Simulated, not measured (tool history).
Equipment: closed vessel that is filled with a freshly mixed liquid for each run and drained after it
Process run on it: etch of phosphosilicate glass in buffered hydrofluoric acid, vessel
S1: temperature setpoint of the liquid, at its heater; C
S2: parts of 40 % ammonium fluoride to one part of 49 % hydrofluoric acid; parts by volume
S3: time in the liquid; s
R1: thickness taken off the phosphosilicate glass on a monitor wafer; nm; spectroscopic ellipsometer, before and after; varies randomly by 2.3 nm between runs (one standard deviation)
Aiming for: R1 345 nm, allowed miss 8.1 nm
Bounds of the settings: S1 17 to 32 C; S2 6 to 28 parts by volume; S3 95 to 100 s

run	hour	S1	S2	S3	R1
1	0	24	17	95	282.06
2	1.1	24	17	95	284.74
3	5.1	24	21	95	233.01
4	14.3	25.5	21	95	255.04
5	20.6	25.5	24	95	230.96
6	26.7	29	24	95	281.44
7	27.7	29.5	24	95	284.43
8	32.5	30	24	95	294.67
9	38	31	23.5	95	316.46
10	41.9	31.5	23	95	328.35

Which one of the following 5 next-run settings gets every result inside its allowed miss? There is exactly one.
A	45.8	28	19	95	?
B	45.8	31	19.5	95	?
C	45.8	32	21	95	?
D	45.8	30.5	20	100	?
E	45.8	30.5	21.5	100	?

move	R1
A	316.19
B	361.8
C	359.85
D	361.75
E	344.28
A: moves away from the targets compared with the last run
B: pushes the last run's worst result past its target
C: pushes the last run's worst result past its target
D: pushes the last run's worst result past its target
E: in spec on every target
The right move is E.
